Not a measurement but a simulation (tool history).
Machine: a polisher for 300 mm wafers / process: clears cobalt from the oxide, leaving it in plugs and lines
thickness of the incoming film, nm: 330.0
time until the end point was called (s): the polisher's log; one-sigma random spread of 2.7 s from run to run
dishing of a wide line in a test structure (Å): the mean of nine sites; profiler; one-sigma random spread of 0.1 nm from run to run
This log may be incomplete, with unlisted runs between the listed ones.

| run | hour | flow of slurry (ml/min) | pressure of the wafer on the pad (kPa) | speed of the pad under the wafer (m/s) | overpolish time after the end point (s) | time until the end point was called (s) | dishing of a wide line in a test structure (Å) |
|---|---|---|---|---|---|---|---|
| 1 | 0.0 | 310 | 11.7 | 0.96 | 10 | 66.666 | 296.240 |
| 2 | 3.4 | 270 | 9.7 | 0.80 | 8 | 93.681 | 213.440 |
| 3 | 10.0 | 270 | 9.7 | 0.80 | 12 | 96.224 | 282.910 |
| 4 | 13.0 | 330 | 9.7 | 0.80 | 12 | 92.161 | 283.430 |
| 5 | 17.0 | 330 | 8.3 | 0.80 | 12 | 101.610 | 273.590 |
| 6 | 23.5 | 285 | 7.6 | 0.68 | 9 | 124.680 | 182.850 |
| 7 | 30.2 | 255 | 6.9 | 0.60 | 7 | 147.810 | 123.580 |
| 8 | 32.1 | 235 | 6.2 | 0.56 | 6 | 172.670 | 98.668 |
| 9 | 39.7 | 220 | 6.2 | 0.52 | 5 | 182.100 | 76.860 |
| 10 | 42.4 | 210 | 6.2 | 0.50 | 4 | 192.030 | 62.021 |

What does the tool deliver on the next run?
| 11 | 48.6 | 200 | 6.9 | 0.48 | 4 | ? | ? |

{"run 11": {"time until the end point was called (s)": 192.35, "dishing of a wide line in a test structure (Å)": 62.998}}
